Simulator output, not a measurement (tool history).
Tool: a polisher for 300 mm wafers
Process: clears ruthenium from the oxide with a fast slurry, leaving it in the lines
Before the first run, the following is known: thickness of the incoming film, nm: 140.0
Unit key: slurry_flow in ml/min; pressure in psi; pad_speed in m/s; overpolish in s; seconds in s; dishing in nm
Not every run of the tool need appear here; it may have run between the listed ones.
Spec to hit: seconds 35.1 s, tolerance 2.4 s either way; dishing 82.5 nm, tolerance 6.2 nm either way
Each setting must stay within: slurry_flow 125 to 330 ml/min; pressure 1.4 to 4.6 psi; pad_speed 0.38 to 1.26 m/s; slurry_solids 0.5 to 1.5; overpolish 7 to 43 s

{"run": 1, "day": 0.0, "slurry_flow": 210, "pressure": 3, "pad_speed": 0.82, "slurry_solids": 1, "overpolish": 22, "seconds": 46.532, "dishing": 53.172}
{"run": 2, "day": 0.096, "slurry_flow": 210, "pressure": 3.4, "pad_speed": 0.82, "slurry_solids": 1, "overpolish": 22, "seconds": 42.607, "dishing": 55.605}
{"run": 3, "day": 0.175, "slurry_flow": 210, "pressure": 4, "pad_speed": 0.82, "slurry_solids": 1, "overpolish": 22, "seconds": 38.95, "dishing": 60.759}
{"run": 4, "day": 0.217, "slurry_flow": 210, "pressure": 4.1, "pad_speed": 0.82, "slurry_solids": 1, "overpolish": 23, "seconds": 36.736, "dishing": 62.192}
{"run": 5, "day": 0.562, "slurry_flow": 210, "pressure": 4.1, "pad_speed": 0.9, "slurry_solids": 1, "overpolish": 23, "seconds": 34.489, "dishing": 68.077}
{"run": 6, "day": 0.617, "slurry_flow": 240, "pressure": 4.1, "pad_speed": 0.9, "slurry_solids": 1, "overpolish": 23, "seconds": 33.468, "dishing": 68.608}
{"run": 7, "day": 0.796, "slurry_flow": 240, "pressure": 4, "pad_speed": 0.9, "slurry_solids": 1, "overpolish": 24, "seconds": 33.657, "dishing": 71.122}
{"run": 8, "day": 1.121, "slurry_flow": 240, "pressure": 4, "pad_speed": 0.9, "slurry_solids": 1, "overpolish": 24, "seconds": 34.626, "dishing": 68.775}

Which of these 5 next moves meets every target?
{"run": "A", "day": 1.446, "slurry_flow": 220, "pressure": 3.9, "pad_speed": 0.86, "slurry_solids": 1.1, "overpolish": 31, "seconds": "?", "dishing": "?"}
{"run": "B", "day": 1.446, "slurry_flow": 240, "pressure": 4.3, "pad_speed": 0.92, "slurry_solids": 0.95, "overpolish": 22, "seconds": "?", "dishing": "?"}
{"run": "C", "day": 1.446, "slurry_flow": 215, "pressure": 4, "pad_speed": 0.94, "slurry_solids": 1.1, "overpolish": 18, "seconds": "?", "dishing": "?"}
{"run": "D", "day": 1.446, "slurry_flow": 265, "pressure": 4, "pad_speed": 1, "slurry_solids": 0.85, "overpolish": 22, "seconds": "?", "dishing": "?"}
{"run": "E", "day": 1.446, "slurry_flow": 315, "pressure": 3.8, "pad_speed": 0.94, "slurry_solids": 1.05, "overpolish": 16, "seconds": "?", "dishing": "?"}

move=A seconds=36.249 dishing=83.926
move=B seconds=33.974 dishing=68.32
move=C seconds=33.036 dishing=59.628
move=D seconds=34.738 dishing=67.156
move=E seconds=33.49 dishing=53.565
A: each result inside its tolerance
B: about as far from the targets as the last run
C: lands further from the targets than the last run did
D: lands further from the targets than the last run did
E: lands further from the targets than the last run did
The right move is A.
